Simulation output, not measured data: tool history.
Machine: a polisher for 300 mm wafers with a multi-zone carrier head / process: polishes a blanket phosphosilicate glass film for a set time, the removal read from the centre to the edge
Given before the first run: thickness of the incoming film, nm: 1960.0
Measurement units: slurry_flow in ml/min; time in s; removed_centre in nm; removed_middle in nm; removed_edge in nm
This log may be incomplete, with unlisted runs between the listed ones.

run  hour  slurry_flow  centre_zone  middle_zone  edge_zone  slurry_solids  time  removed_centre  removed_middle  removed_edge
  1     0          160            1            1          1              1    37          382.67          405.89        392.54
  2   0.8          175         0.98         1.02       1.01              1    37          380.99          413.11        390.83
  3     9          175         0.97         1.05       1.03           1.05    37          382.81          438.49        405.21
  4  13.1          180         0.96         1.06       1.04           1.05    37          392.74          444.26        405.26
  5  14.8          180         0.96            1       1.04           1.05    37          400.54          417.76        406.81
  6    18          180         0.96            1       1.04           1.05    28          297.15          324.33        312.83
  7  25.3          175         0.96         1.03       1.06           1.15    29          326.54           364.6        343.78
  8  29.5          165         0.96         1.05       1.08            1.2    29          328.97          367.87        351.14

For run 9, what comes out?
  9  30.1          210         0.93         1.15       1.17           1.45    29               ?               ?             ?

Logged for run 9: removed_centre 362.43 nm, removed_middle 457.44 nm, removed_edge 408.66 nm.

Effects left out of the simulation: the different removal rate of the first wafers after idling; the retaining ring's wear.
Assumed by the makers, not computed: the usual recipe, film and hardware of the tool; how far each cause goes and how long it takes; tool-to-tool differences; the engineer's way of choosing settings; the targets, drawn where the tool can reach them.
